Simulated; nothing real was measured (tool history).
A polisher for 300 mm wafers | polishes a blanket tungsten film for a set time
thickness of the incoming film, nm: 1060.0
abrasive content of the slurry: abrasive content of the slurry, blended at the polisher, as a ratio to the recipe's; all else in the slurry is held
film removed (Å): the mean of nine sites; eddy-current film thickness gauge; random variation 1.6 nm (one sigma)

run	hour	flow of slurry (ml/min)	pressure of the wafer on the pad (psi)	speed of the pad under the wafer (m/s)	abrasive content of the slurry	polishing time (s)	film removed (Å)
1	0.0	315	4.9	1.20	1.0	34	2448.6
2	1.3	315	4.9	1.20	1.0	30	2178.5
3	8.5	315	4.9	1.20	0.8	30	2028.8
4	16.0	315	4.7	1.20	0.8	30	1981.9
5	23.7	315	4.5	1.20	0.8	30	1885.3
6	30.8	315	4.4	1.20	0.8	30	1836.5
7	35.0	315	4.3	1.20	0.8	30	1795.5

The next listed run, before its measurement:
8	40.0	315	4.2	1.20	0.8	30	?

film removed (Å): 1776.0
